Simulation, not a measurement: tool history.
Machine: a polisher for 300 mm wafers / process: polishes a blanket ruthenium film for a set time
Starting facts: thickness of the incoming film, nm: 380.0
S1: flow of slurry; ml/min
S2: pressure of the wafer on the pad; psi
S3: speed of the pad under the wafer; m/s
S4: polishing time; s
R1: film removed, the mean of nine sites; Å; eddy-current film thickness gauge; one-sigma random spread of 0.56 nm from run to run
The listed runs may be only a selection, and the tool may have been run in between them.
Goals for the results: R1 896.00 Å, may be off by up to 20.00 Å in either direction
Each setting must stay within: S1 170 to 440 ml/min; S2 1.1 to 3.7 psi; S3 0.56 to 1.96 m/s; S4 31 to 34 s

| run | hour | S1 | S2 | S3 | S4 | R1 |
|---|---|---|---|---|---|---|
| 1 | 0.0 | 280 | 2.4 | 1.26 | 34 | 617.87 |
| 2 | 6.9 | 345 | 2.4 | 1.26 | 34 | 630.50 |
| 3 | 12.7 | 345 | 2.6 | 1.26 | 34 | 696.17 |
| 4 | 14.7 | 345 | 2.6 | 1.26 | 31 | 637.73 |
| 5 | 20.7 | 350 | 2.8 | 1.26 | 31 | 678.83 |
| 6 | 25.4 | 350 | 2.8 | 1.26 | 34 | 743.01 |
| 7 | 32.4 | 355 | 2.9 | 1.26 | 34 | 771.96 |
| 8 | 39.4 | 360 | 3.0 | 1.26 | 34 | 804.46 |

Pick the move, out of 4, that brings all results within their allowed miss; only one does.
| A | 46.4 | 380 | 3.6 | 1.16 | 34 | ? |
| B | 46.4 | 345 | 2.9 | 1.28 | 31 | ? |
| C | 46.4 | 360 | 3.0 | 1.18 | 31 | ? |
| D | 46.4 | 365 | 3.1 | 1.42 | 34 | ? |

| move | R1 |
|---|---|
| A | 881.79 |
| B | 707.11 |
| C | 679.29 |
| D | 922.35 |
A: all results land within tolerance of their targets
B: moves away from the targets compared with the last run
C: moves away from the targets compared with the last run
D: the result that was furthest off in the last run now lies on the other side of its target
A is the move that brings every result within its allowed miss.
